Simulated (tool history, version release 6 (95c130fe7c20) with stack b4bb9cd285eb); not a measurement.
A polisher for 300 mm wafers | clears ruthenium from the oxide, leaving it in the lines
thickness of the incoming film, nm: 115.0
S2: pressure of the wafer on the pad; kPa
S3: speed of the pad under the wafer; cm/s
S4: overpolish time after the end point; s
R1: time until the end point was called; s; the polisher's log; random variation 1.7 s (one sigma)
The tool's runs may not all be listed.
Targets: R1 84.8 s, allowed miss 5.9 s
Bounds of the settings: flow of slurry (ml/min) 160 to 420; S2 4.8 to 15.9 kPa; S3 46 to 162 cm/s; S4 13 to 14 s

Run 1, hour 0: flow of slurry (ml/min) 270, S2 10.3 kPa, S3 104 cm/s, S4 13 s. Result: R1 120.68 s.
Run 2, hour 7: flow of slurry (ml/min) 270, S2 10.3 kPa, S3 114 cm/s, S4 13 s. Result: R1 110.75 s.
Run 3, hour 11.8: flow of slurry (ml/min) 270, S2 10.3 kPa, S3 114 cm/s, S4 14 s. Result: R1 109.43 s.
Run 4, hour 12.7: flow of slurry (ml/min) 270, S2 10.3 kPa, S3 90 cm/s, S4 14 s. Result: R1 133.46 s.
Run 5, hour 14.4: flow of slurry (ml/min) 270, S2 8.3 kPa, S3 90 cm/s, S4 14 s. Result: R1 165.76 s.
At hour 22.9: worn pad replaced by a new one.
Run 6, hour 22.9: flow of slurry (ml/min) 270, S2 6.9 kPa, S3 90 cm/s, S4 14 s. Result: R1 166.16 s.
Run 7, hour 23.7: flow of slurry (ml/min) 270, S2 8.3 kPa, S3 98 cm/s, S4 14 s. Result: R1 136.76 s.
Run 8, hour 25.4: flow of slurry (ml/min) 270, S2 9 kPa, S3 104 cm/s, S4 14 s. Result: R1 125.16 s.
Run 9, hour 28.3: flow of slurry (ml/min) 270, S2 9.7 kPa, S3 108 cm/s, S4 14 s. Result: R1 111.9 s.
Run 10, hour 35.3: flow of slurry (ml/min) 270, S2 10.3 kPa, S3 110 cm/s, S4 14 s. Result: R1 102.77 s.
Run 11, hour 43.6: flow of slurry (ml/min) 270, S2 11 kPa, S3 110 cm/s, S4 14 s. Result: R1 101.51 s.
Run 12, hour 45.8: flow of slurry (ml/min) 270, S2 11.7 kPa, S3 110 cm/s, S4 14 s. Result: R1 95.036 s.

Which of these 5 next moves meets every target?
Run A, hour 48: flow of slurry (ml/min) 200, S2 11 kPa, S3 108 cm/s, S4 14 s. Result: R1 ?.
Run B, hour 48: flow of slurry (ml/min) 240, S2 11.7 kPa, S3 110 cm/s, S4 14 s. Result: R1 ?.
Run C, hour 48: flow of slurry (ml/min) 260, S2 12.4 kPa, S3 92 cm/s, S4 14 s. Result: R1 ?.
Run D, hour 48: flow of slurry (ml/min) 230, S2 12.4 kPa, S3 118 cm/s, S4 14 s. Result: R1 ?.
Run E, hour 48: flow of slurry (ml/min) 270, S2 11.7 kPa, S3 108 cm/s, S4 14 s. Result: R1 ?.

move      R1
   A   103.4
   B  95.303
   C  104.42
   D  86.047
   E   95.81
A: further off than the last run
B: as far off as the last run
C: further off than the last run
D: meets every target
E: further off than the last run
Answer: D
